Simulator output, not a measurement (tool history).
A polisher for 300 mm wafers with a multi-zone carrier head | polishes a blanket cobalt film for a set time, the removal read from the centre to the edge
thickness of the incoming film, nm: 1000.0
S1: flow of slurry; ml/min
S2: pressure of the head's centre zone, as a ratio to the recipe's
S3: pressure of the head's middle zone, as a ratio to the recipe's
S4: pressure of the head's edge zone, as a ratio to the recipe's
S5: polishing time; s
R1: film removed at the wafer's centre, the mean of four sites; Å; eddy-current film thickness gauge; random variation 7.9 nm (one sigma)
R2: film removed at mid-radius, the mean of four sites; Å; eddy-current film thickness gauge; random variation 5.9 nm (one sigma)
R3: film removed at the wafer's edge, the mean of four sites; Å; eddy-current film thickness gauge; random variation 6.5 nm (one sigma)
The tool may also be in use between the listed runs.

{"run": 1, "hour": 0.0, "S1": 240, "S2": 1, "S3": 1, "S4": 1, "S5": 64, "R1": 4282.2, "R2": 4139.4, "R3": 4170.3}
{"run": 2, "hour": 6.9, "S1": 245, "S2": 1.01, "S3": 1.02, "S4": 1, "S5": 66, "R1": 4492.9, "R2": 4370.6, "R3": 4341}
{"run": 3, "hour": 7.6, "S1": 245, "S2": 1.01, "S3": 1.06, "S4": 1, "S5": 66, "R1": 4455, "R2": 4618.6, "R3": 4364.1}
{"run": 4, "hour": 14.9, "S1": 250, "S2": 1.03, "S3": 1.08, "S4": 1, "S5": 67, "R1": 4578.4, "R2": 4693.9, "R3": 4387.8}
{"run": 5, "hour": 23.6, "S1": 230, "S2": 1.03, "S3": 1.08, "S4": 1, "S5": 67, "R1": 4607.4, "R2": 4652.3, "R3": 4368.8}
{"run": 6, "hour": 31.5, "S1": 230, "S2": 1.03, "S3": 1.08, "S4": 1.06, "S5": 67, "R1": 4580.2, "R2": 4559.2, "R3": 4569.1}
{"run": 7, "hour": 33.1, "S1": 235, "S2": 1.04, "S3": 1.09, "S4": 1.05, "S5": 68, "R1": 4656.9, "R2": 4794.3, "R3": 4616.6}
{"run": 8, "hour": 36.6, "S1": 240, "S2": 1.06, "S3": 1.1, "S4": 1.05, "S5": 69, "R1": 4942.1, "R2": 4896.7, "R3": 4490.6}
{"run": 9, "hour": 38.0, "S1": 265, "S2": 1.06, "S3": 1.19, "S4": 1.1, "S5": 81, "R1": 5848.4, "R2": 6072.8, "R3": 5444.1}
{"run": 10, "hour": 44.9, "S1": 265, "S2": 1.06, "S3": 1.19, "S4": 1.09, "S5": 81, "R1": 5840.5, "R2": 6124.6, "R3": 5470.1}
{"run": 11, "hour": 48.1, "S1": 265, "S2": 1.06, "S3": 1.19, "S4": 1.08, "S5": 81, "R1": 5809.4, "R2": 6155.8, "R3": 5555.4}

Forecast run 12:
{"run": 12, "hour": 54.3, "S1": 265, "S2": 1.06, "S3": 1.19, "S4": 1.08, "S5": 81, "R1": "?", "R2": "?", "R3": "?"}

R1: 5696.7 Å
R2: 6185.9 Å
R3: 5578.4 Å

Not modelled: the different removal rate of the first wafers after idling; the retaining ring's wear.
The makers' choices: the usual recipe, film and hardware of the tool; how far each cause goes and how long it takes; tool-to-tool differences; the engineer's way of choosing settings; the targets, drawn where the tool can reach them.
